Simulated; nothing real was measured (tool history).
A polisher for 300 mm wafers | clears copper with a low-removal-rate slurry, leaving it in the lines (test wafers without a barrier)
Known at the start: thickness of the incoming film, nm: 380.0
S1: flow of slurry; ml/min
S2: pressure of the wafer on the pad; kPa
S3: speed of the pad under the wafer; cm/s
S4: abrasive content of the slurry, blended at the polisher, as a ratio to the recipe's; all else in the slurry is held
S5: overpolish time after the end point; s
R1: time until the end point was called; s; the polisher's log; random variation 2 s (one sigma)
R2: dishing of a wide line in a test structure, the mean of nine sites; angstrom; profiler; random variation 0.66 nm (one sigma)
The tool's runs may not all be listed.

| run | day | S1 | S2 | S3 | S4 | S5 | R1 | R2 |
|---|---|---|---|---|---|---|---|---|
| 1 | 0 | 175 | 22.8 | 122 | 1 | 17 | 114.82 | 348.94 |
| 2 | 0.062 | 170 | 20 | 122 | 1 | 19 | 129.41 | 344.53 |
| 3 | 0.3 | 170 | 20 | 122 | 1.1 | 19 | 128.23 | 351.7 |
| 4 | 0.558 | 170 | 17.9 | 122 | 1.1 | 20 | 142.09 | 332.28 |
| 5 | 0.729 | 170 | 16.5 | 122 | 1.1 | 21 | 154.65 | 333.93 |
| 6 | 0.812 | 170 | 21.4 | 122 | 1.1 | 21 | 118.16 | 393.34 |
| 7 | 0.971 | 170 | 19.3 | 122 | 1.1 | 22 | 133.05 | 359.85 |
| 8 | 1.258 | 170 | 17.2 | 122 | 1.1 | 23 | 149.19 | 360.66 |
| 9 | 1.446 | 170 | 15.9 | 122 | 1.1 | 23 | 158.82 | 335.34 |
| 10 | 1.542 | 170 | 15.2 | 122 | 1.1 | 24 | 169.52 | 334.56 |

The next listed run, before its measurement:
| 11 | 1.842 | 170 | 14.5 | 122 | 1.1 | 24 | ? | ? |

Run 11 gave R1 175.43 s, R2 329.12 angstrom.
